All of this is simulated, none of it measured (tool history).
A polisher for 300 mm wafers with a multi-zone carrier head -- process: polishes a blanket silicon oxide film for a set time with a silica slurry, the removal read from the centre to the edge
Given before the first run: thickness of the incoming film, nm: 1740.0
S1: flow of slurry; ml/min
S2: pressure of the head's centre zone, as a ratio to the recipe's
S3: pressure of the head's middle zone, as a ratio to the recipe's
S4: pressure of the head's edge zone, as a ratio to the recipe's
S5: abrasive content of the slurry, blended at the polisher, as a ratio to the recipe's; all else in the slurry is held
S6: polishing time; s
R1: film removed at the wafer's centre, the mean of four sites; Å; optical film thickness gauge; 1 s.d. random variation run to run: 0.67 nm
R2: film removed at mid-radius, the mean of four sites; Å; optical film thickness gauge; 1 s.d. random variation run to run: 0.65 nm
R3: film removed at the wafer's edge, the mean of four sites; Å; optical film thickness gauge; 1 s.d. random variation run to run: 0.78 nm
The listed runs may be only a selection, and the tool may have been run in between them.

Run 1, hour 0.0: S1 205 ml/min, S2 1.00, S3 1.00, S4 1.00, S5 1.00, S6 54 s. Result: R1 1229.80 Å, R2 1199.70 Å, R3 1212.60 Å.
Run 2, hour 4.2: S1 205 ml/min, S2 1.04, S3 1.00, S4 1.00, S5 1.00, S6 54 s. Result: R1 1270.30 Å, R2 1216.40 Å, R3 1217.90 Å.
Run 3, hour 7.3: S1 205 ml/min, S2 1.04, S3 1.00, S4 1.05, S5 1.00, S6 54 s. Result: R1 1255.80 Å, R2 1217.20 Å, R3 1221.20 Å.
Run 4, hour 7.9: S1 200 ml/min, S2 1.03, S3 0.96, S4 1.04, S5 0.85, S6 47 s. Result: R1 986.51 Å, R2 910.18 Å, R3 945.34 Å.
Run 5, hour 14.6: S1 200 ml/min, S2 1.03, S3 0.96, S4 1.04, S5 0.75, S6 47 s. Result: R1 892.29 Å, R2 858.50 Å, R3 888.24 Å.
Run 6, hour 19.3: S1 200 ml/min, S2 1.03, S3 1.01, S4 1.04, S5 0.75, S6 47 s. Result: R1 885.49 Å, R2 869.54 Å, R3 884.19 Å.
Run 7, hour 25.8: S1 190 ml/min, S2 1.03, S3 0.95, S4 1.05, S5 0.65, S6 45 s. Result: R1 766.57 Å, R2 691.82 Å, R3 741.64 Å.
Run 8, hour 27.2: S1 140 ml/min, S2 0.98, S3 0.87, S4 1.04, S5 0.65, S6 45 s. Result: R1 667.16 Å, R2 614.29 Å, R3 727.51 Å.
Run 9, hour 32.6: S1 140 ml/min, S2 0.99, S3 0.87, S4 1.01, S5 0.65, S6 45 s. Result: R1 682.58 Å, R2 610.46 Å, R3 701.39 Å.

Run 10 has not been measured yet. What should we expect?
Run 10, hour 41.1: S1 135 ml/min, S2 0.99, S3 0.85, S4 0.97, S5 0.60, S6 45 s. Result: R1 ?, R2 ?, R3 ?.

{"run 10": {"R1": 622.2, "R2": 550.49, "R3": 649.9}}
